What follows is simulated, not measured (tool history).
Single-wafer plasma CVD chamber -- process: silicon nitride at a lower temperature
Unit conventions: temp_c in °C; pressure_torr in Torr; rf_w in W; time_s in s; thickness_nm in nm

{"run": 1, "hour": 0.0, "temp_c": 365, "pressure_torr": 1.77, "rf_w": 390, "time_s": 21.5, "thickness_nm": 28.358}
{"run": 2, "hour": 5.5, "temp_c": 373, "pressure_torr": 1.77, "rf_w": 390, "time_s": 21.5, "thickness_nm": 28.056}
{"run": 3, "hour": 12.3, "temp_c": 373, "pressure_torr": 1.77, "rf_w": 430, "time_s": 21.5, "thickness_nm": 30.186}
{"run": 4, "hour": 16.2, "temp_c": 373, "pressure_torr": 1.6, "rf_w": 430, "time_s": 21.5, "thickness_nm": 29.746}
{"run": 5, "hour": 19.9, "temp_c": 373, "pressure_torr": 1.6, "rf_w": 390, "time_s": 21.5, "thickness_nm": 27.67}
{"run": 6, "hour": 28.7, "temp_c": 373, "pressure_torr": 1.45, "rf_w": 390, "time_s": 21.5, "thickness_nm": 27.081}
{"run": 7, "hour": 30.6, "temp_c": 373, "pressure_torr": 1.63, "rf_w": 410, "time_s": 21.5, "thickness_nm": 28.796}
{"run": 8, "hour": 32.0, "temp_c": 373, "pressure_torr": 1.75, "rf_w": 425, "time_s": 21.5, "thickness_nm": 29.844}
{"run": 9, "hour": 34.8, "temp_c": 373, "pressure_torr": 1.83, "rf_w": 435, "time_s": 21.5, "thickness_nm": 30.99}
{"run": 10, "hour": 39.8, "temp_c": 373, "pressure_torr": 1.83, "rf_w": 435, "time_s": 21.5, "thickness_nm": 30.715}
{"run": 11, "hour": 48.0, "temp_c": 373, "pressure_torr": 1.83, "rf_w": 435, "time_s": 21.5, "thickness_nm": 30.691}
{"hour": 53.5, "done": "capacitance manometer re-zeroed and calibrated"}
{"run": 12, "hour": 53.5, "temp_c": 373, "pressure_torr": 1.88, "rf_w": 440, "time_s": 21.5, "thickness_nm": 30.871}

What will run 13 give?
{"run": 13, "hour": 59.7, "temp_c": 373, "pressure_torr": 1.91, "rf_w": 445, "time_s": 21.5, "thickness_nm": "?"}

{"run 13": {"thickness_nm": 30.845}}

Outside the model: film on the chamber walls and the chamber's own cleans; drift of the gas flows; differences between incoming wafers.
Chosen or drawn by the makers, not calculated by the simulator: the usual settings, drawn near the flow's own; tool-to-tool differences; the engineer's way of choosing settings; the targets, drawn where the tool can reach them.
